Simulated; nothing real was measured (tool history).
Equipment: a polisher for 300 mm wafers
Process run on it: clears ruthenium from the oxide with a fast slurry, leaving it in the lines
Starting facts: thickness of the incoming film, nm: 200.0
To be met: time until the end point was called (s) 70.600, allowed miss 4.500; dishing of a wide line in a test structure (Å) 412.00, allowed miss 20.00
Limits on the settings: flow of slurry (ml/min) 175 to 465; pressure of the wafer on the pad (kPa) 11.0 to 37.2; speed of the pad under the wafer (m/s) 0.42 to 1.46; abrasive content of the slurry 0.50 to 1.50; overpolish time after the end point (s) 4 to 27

| run | day | flow of slurry (ml/min) | pressure of the wafer on the pad (kPa) | speed of the pad under the wafer (m/s) | abrasive content of the slurry | overpolish time after the end point (s) | time until the end point was called (s) | dishing of a wide line in a test structure (Å) |
|---|---|---|---|---|---|---|---|---|
| 1 | 0.000 | 295 | 24.1 | 0.94 | 1.00 | 14 | 39.167 | 524.26 |
| 2 | 0.221 | 295 | 22.8 | 0.94 | 1.00 | 15 | 40.447 | 549.05 |
| 3 | 0.504 | 295 | 21.4 | 0.92 | 1.00 | 15 | 44.912 | 496.54 |
| 4 | 0.733 | 295 | 21.4 | 0.74 | 1.00 | 15 | 52.754 | 424.01 |
| 5 | 0.846 | 295 | 20.7 | 0.74 | 1.00 | 15 | 53.392 | 426.69 |
| 6 | 1.179 | 295 | 20.0 | 0.74 | 1.00 | 15 | 56.487 | 414.34 |
| 7 | 1.346 | 295 | 19.3 | 0.74 | 1.00 | 15 | 58.716 | 403.83 |
| 8 | 1.692 | 295 | 18.6 | 0.74 | 1.00 | 15 | 61.145 | 383.41 |
| 9 | 2.058 | 295 | 17.9 | 0.74 | 1.00 | 15 | 64.204 | 372.84 |

Pick the move, out of 4, that brings all results within their allowed miss; only one does.
| A | 2.425 | 295 | 18.6 | 0.70 | 0.80 | 19 | ? | ? |
| B | 2.425 | 230 | 19.3 | 0.64 | 1.10 | 15 | ? | ? |
| C | 2.425 | 270 | 21.4 | 0.62 | 1.05 | 15 | ? | ? |
| D | 2.425 | 300 | 15.2 | 0.76 | 0.85 | 17 | ? | ? |

| move | time until the end point was called (s) | dishing of a wide line in a test structure (Å) |
|---|---|---|
| A | 73.310 | 398.26 |
| B | 64.972 | 358.50 |
| C | 60.515 | 382.49 |
| D | 80.522 | 330.24 |
A: meets every target
B: further off than the last run
C: further off than the last run
D: further off than the last run
A is the move that brings every result within its allowed miss.
